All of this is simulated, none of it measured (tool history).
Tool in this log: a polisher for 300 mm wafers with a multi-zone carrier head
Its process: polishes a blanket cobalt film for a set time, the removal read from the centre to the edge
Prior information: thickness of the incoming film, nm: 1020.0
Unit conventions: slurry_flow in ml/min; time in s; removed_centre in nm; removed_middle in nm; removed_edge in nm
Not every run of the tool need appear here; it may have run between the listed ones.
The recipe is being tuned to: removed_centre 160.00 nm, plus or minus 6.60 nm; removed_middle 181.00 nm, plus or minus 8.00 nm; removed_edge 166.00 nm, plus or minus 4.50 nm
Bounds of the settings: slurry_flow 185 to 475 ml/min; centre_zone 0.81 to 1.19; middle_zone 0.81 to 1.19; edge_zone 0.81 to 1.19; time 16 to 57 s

| run | hour | slurry_flow | centre_zone | middle_zone | edge_zone | time | removed_centre | removed_middle | removed_edge |
|---|---|---|---|---|---|---|---|---|---|
| 1 | 0.0 | 305 | 1.00 | 1.00 | 1.00 | 36 | 180.72 | 178.53 | 183.29 |
| 2 | 6.7 | 305 | 0.97 | 1.00 | 1.00 | 36 | 177.29 | 180.31 | 182.83 |
| 3 | 8.7 | 300 | 0.96 | 1.01 | 0.98 | 36 | 171.66 | 179.79 | 179.28 |
| 4 | 9.6 | 295 | 0.96 | 1.02 | 0.96 | 36 | 172.30 | 180.88 | 180.89 |
| 5 | 13.1 | 295 | 0.96 | 1.02 | 0.96 | 27 | 128.70 | 136.56 | 133.92 |
|  | 16.9 | worn pad replaced by a new one |
| 6 | 16.9 | 295 | 0.96 | 0.96 | 0.96 | 27 | 148.12 | 140.77 | 151.72 |
| 7 | 23.9 | 310 | 0.95 | 0.97 | 0.94 | 28 | 151.80 | 152.53 | 154.17 |
| 8 | 31.8 | 325 | 0.94 | 0.97 | 0.94 | 28 | 151.55 | 147.83 | 155.51 |
| 9 | 34.7 | 320 | 0.93 | 0.98 | 0.92 | 29 | 153.89 | 160.70 | 159.47 |
| 10 | 42.2 | 330 | 0.92 | 0.98 | 0.91 | 29 | 148.31 | 158.87 | 156.13 |
| 11 | 42.8 | 340 | 0.92 | 0.98 | 0.89 | 29 | 151.31 | 162.02 | 159.10 |
| 12 | 49.1 | 350 | 0.92 | 0.98 | 0.88 | 29 | 152.71 | 161.84 | 156.77 |
| 13 | 56.8 | 360 | 0.91 | 0.98 | 0.87 | 29 | 150.17 | 160.70 | 156.94 |
| 14 | 63.4 | 360 | 0.91 | 0.98 | 0.86 | 30 | 159.07 | 165.43 | 162.35 |
| 15 | 66.3 | 365 | 0.90 | 0.99 | 0.85 | 30 | 153.47 | 166.49 | 161.73 |

Exercise: of the 4 proposed moves below, exactly one satisfies all targets within the stated allowed misses. Which move is it?
| A | 69.2 | 335 | 0.95 | 1.02 | 0.83 | 32 | ? | ? | ? |
| B | 69.2 | 385 | 0.86 | 1.18 | 0.81 | 29 | ? | ? | ? |
| C | 69.2 | 440 | 0.88 | 0.87 | 0.86 | 30 | ? | ? | ? |
| D | 69.2 | 360 | 0.88 | 1.02 | 0.82 | 32 | ? | ? | ? |

| move | removed_centre | removed_middle | removed_edge |
|---|---|---|---|
| A | 173.05 | 185.76 | 166.17 |
| B | 143.29 | 192.38 | 149.62 |
| C | 152.63 | 154.93 | 160.52 |
| D | 160.95 | 186.63 | 165.84 |
A: the worst result of the last run now meets its target, but another is out of spec
B: moves the result that the last run missed by most past its target, out the other side
C: misses by more than the last run did
D: in spec on every target
D meets every target.
